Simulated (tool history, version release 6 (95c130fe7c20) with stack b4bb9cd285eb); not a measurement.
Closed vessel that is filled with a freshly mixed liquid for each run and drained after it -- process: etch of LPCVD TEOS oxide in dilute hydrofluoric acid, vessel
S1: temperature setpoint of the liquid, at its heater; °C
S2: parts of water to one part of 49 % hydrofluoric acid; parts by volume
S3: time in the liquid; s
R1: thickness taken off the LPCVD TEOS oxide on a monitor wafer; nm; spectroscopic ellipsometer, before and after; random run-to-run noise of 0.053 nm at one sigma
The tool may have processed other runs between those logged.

| run | hour | S1 | S2 | S3 | R1 |
|---|---|---|---|---|---|
| 1 | 0.0 | 23.0 | 155 | 80 | 12.0980 |
| 2 | 1.4 | 23.0 | 205 | 80 | 8.6952 |
| 3 | 6.3 | 26.0 | 205 | 80 | 9.5565 |
| 4 | 15.5 | 26.0 | 175 | 80 | 11.7080 |
| 5 | 24.0 | 24.5 | 190 | 80 | 10.0260 |
| 6 | 32.8 | 23.5 | 200 | 80 | 9.2086 |
| 7 | 39.0 | 22.5 | 210 | 80 | 8.1289 |
| 8 | 46.5 | 21.5 | 215 | 80 | 7.9083 |

What will run 9 give?
| 9 | 48.1 | 21.0 | 220 | 80 | ? |

{"run 9": {"R1": 7.4637}}

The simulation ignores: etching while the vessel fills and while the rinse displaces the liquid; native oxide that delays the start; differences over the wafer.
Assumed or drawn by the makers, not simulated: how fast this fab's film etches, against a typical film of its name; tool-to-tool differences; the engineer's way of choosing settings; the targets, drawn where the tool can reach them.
